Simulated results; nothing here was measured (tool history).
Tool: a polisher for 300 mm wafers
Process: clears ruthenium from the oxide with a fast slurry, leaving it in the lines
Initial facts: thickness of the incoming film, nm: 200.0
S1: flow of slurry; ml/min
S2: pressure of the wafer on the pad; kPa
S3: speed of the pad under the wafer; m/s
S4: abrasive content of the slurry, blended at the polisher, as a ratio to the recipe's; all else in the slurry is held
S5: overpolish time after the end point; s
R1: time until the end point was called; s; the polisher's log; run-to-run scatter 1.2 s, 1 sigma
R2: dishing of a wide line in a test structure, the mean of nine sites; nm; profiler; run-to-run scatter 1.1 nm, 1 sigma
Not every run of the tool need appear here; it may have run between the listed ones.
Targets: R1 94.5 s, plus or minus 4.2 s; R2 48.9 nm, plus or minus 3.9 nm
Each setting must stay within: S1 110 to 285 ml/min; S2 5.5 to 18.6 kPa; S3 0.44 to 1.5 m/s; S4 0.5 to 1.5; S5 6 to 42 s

run	hour	S1	S2	S3	S4	S5	R1	R2
1	0	180	11.7	0.96	1	21	75.629	40.21
2	8	180	11	0.96	1	23	79.965	41.626
3	16.5	180	10.3	0.96	1	25	86.024	40.485
4	24.1	180	10.3	0.96	1	21	83.721	35.409
5	25.3	180	10.3	0.96	1	23	87.428	37.741
6	30	180	10.3	0.96	1	25	85.856	41.035
7	37.5	180	10.3	0.96	1	26	86.189	42.333
8	39.1	170	9	0.96	1	32	100.05	44.907
9	43	175	9	0.96	1	32	99.348	45.954

Consider the 5 candidate settings below. Which is the only one whose results all fall within their allowed miss of target?
A	46.9	235	7.6	1.02	1	37	?	?
B	46.9	175	8.3	0.94	1.15	37	?	?
C	46.9	170	8.3	1	1.1	29	?	?
D	46.9	180	9	0.94	1.15	34	?	?
E	46.9	140	11	0.84	0.8	36	?	?

move	R1	R2
A	107.37	47.361
B	106.31	47.773
C	102.12	39.908
D	97.998	47.641
E	106.23	46.673
A: the biggest miss grows against the last run
B: the biggest miss grows against the last run
C: the biggest miss grows against the last run
D: in spec on every target
E: the biggest miss grows against the last run
The right move is D.
